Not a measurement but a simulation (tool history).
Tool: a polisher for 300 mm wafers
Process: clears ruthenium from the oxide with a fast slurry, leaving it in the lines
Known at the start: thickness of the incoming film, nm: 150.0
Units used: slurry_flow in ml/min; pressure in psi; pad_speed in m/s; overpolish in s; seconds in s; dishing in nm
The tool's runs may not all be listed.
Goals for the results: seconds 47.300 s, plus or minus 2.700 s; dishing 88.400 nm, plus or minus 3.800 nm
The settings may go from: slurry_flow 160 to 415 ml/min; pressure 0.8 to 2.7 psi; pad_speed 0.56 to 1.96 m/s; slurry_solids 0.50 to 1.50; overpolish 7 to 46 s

run  hour  slurry_flow  pressure  pad_speed  slurry_solids  overpolish  seconds  dishing
  1   0.0          265       1.7       1.26           1.00          24   51.219   54.635
  2   3.4          265       1.7       0.98           1.00          24   61.586   46.559
  3   9.9          265       1.7       1.30           1.00          24   49.759   56.845
  4  14.2          265       1.7       1.30           1.00          27   49.057   63.213
  5  18.3          265       1.7       1.30           1.00          29   50.167   65.324
  6  21.9          265       1.7       1.30           1.00          31   49.501   70.037
  7  30.6          265       1.7       1.30           1.00          32   50.657   70.970
  8  31.4          265       1.7       1.30           1.00          33   50.161   73.157
  9  32.7          265       1.7       1.30           1.00          34   49.437   76.020
 10  40.2          265       1.7       1.30           1.00          35   50.033   76.990

Below are 5 possible settings for the next run. Only one of them brings all results inside the allowed miss of their targets. Which is it?
  A  47.7          295       1.8       1.48           1.05          31        ?        ?
  B  47.7          340       1.9       1.36           0.80          35        ?        ?
  C  47.7          255       1.2       1.66           1.40          29        ?        ?
  D  47.7          270       1.9       1.30           1.10          35        ?        ?
  E  47.7          270       2.1       1.04           1.05          40        ?        ?

move  seconds  dishing
   A   40.806   81.783
   B   47.960   79.262
   C   48.822   67.186
   D   42.283   87.343
   E   46.604   89.759
A: nearer the targets than the last run, but a result is still out of spec
B: nearer the targets than the last run, but a result is still out of spec
C: moves away from the targets compared with the last run
D: brings the last run's worst result on target, with another outside its allowed miss
E: each result inside its tolerance
So the answer is move E, the one that meets all the targets.

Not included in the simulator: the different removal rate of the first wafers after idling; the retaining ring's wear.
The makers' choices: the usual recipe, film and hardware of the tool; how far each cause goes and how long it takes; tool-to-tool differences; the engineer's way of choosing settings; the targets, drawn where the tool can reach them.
